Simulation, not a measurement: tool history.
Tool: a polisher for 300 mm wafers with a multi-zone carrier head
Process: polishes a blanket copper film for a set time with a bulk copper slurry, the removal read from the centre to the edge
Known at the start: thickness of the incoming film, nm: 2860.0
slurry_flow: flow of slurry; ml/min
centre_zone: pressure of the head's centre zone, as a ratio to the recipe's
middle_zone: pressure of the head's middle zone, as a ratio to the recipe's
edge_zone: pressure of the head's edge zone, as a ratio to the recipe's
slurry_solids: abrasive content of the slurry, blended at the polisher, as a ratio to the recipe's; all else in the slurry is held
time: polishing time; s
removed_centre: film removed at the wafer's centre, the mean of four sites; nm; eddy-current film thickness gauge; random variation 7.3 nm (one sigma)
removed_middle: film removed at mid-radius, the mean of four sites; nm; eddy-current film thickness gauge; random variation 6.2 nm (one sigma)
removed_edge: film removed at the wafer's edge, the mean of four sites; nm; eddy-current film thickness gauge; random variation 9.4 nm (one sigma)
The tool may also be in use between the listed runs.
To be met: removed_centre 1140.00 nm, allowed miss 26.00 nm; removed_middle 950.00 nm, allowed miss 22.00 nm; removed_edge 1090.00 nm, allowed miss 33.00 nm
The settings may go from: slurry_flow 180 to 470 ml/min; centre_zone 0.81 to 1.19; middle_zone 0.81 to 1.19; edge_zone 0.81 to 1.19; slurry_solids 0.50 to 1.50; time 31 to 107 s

Run 1, hour 0.0: slurry_flow 300 ml/min, centre_zone 1.00, middle_zone 1.00, edge_zone 1.00, slurry_solids 1.00, time 69 s. Result: removed_centre 848.22 nm, removed_middle 841.91 nm, removed_edge 852.93 nm.
Run 2, hour 3.9: slurry_flow 300 ml/min, centre_zone 1.00, middle_zone 1.00, edge_zone 1.00, slurry_solids 1.00, time 62 s. Result: removed_centre 763.76 nm, removed_middle 746.89 nm, removed_edge 761.42 nm.
Run 3, hour 9.2: slurry_flow 300 ml/min, centre_zone 1.00, middle_zone 1.00, edge_zone 0.94, slurry_solids 1.00, time 62 s. Result: removed_centre 770.17 nm, removed_middle 751.50 nm, removed_edge 740.84 nm.
Run 4, hour 14.1: slurry_flow 265 ml/min, centre_zone 1.00, middle_zone 1.00, edge_zone 0.94, slurry_solids 1.00, time 62 s. Result: removed_centre 747.38 nm, removed_middle 748.12 nm, removed_edge 731.59 nm.
Run 5, hour 22.8: slurry_flow 265 ml/min, centre_zone 1.00, middle_zone 1.00, edge_zone 0.94, slurry_solids 1.15, time 62 s. Result: removed_centre 785.43 nm, removed_middle 776.55 nm, removed_edge 767.70 nm.
Run 6, hour 23.6: slurry_flow 265 ml/min, centre_zone 1.00, middle_zone 1.07, edge_zone 0.94, slurry_solids 1.15, time 62 s. Result: removed_centre 796.54 nm, removed_middle 832.45 nm, removed_edge 765.41 nm.
Run 7, hour 30.4: slurry_flow 275 ml/min, centre_zone 1.02, middle_zone 1.06, edge_zone 0.98, slurry_solids 1.20, time 63 s. Result: removed_centre 833.44 nm, removed_middle 842.90 nm, removed_edge 811.05 nm.
Run 8, hour 36.8: slurry_flow 285 ml/min, centre_zone 1.04, middle_zone 1.06, edge_zone 1.01, slurry_solids 1.25, time 64 s. Result: removed_centre 868.28 nm, removed_middle 860.48 nm, removed_edge 844.29 nm.
Run 9, hour 41.4: slurry_flow 285 ml/min, centre_zone 1.04, middle_zone 1.06, edge_zone 1.01, slurry_solids 1.25, time 64 s. Result: removed_centre 859.32 nm, removed_middle 852.61 nm, removed_edge 838.42 nm.
Run 10, hour 45.1: slurry_flow 335 ml/min, centre_zone 1.14, middle_zone 0.98, edge_zone 1.11, slurry_solids 1.50, time 73 s. Result: removed_centre 1138.00 nm, removed_middle 986.60 nm, removed_edge 1068.00 nm.

5 next moves are on the table. One of them brings every result within its allowed miss. Which?
Run A, hour 48.8: slurry_flow 250 ml/min, centre_zone 1.13, middle_zone 1.01, edge_zone 1.12, slurry_solids 1.45, time 77 s. Result: removed_centre ?, removed_middle ?, removed_edge ?.
Run B, hour 48.8: slurry_flow 345 ml/min, centre_zone 1.18, middle_zone 0.94, edge_zone 1.09, slurry_solids 1.50, time 70 s. Result: removed_centre ?, removed_middle ?, removed_edge ?.
Run C, hour 48.8: slurry_flow 215 ml/min, centre_zone 1.14, middle_zone 0.91, edge_zone 1.15, slurry_solids 1.50, time 73 s. Result: removed_centre ?, removed_middle ?, removed_edge ?.
Run D, hour 48.8: slurry_flow 375 ml/min, centre_zone 1.17, middle_zone 1.01, edge_zone 1.07, slurry_solids 1.45, time 74 s. Result: removed_centre ?, removed_middle ?, removed_edge ?.
Run E, hour 48.8: slurry_flow 355 ml/min, centre_zone 1.11, middle_zone 0.90, edge_zone 1.09, slurry_solids 1.50, time 75 s. Result: removed_centre ?, removed_middle ?, removed_edge ?.

move  removed_centre  removed_middle  removed_edge
   A         1154.00         1021.70       1095.10
   B         1120.30          902.84       1005.80
   C         1100.20          893.26       1055.90
   D         1171.90         1005.00       1046.90
   E         1141.90          937.32       1079.50
A: further off than the last run
B: takes the result that was furthest off past its target
C: takes the result that was furthest off past its target
D: further off than the last run
E: meets every target
Move E is the one to make.
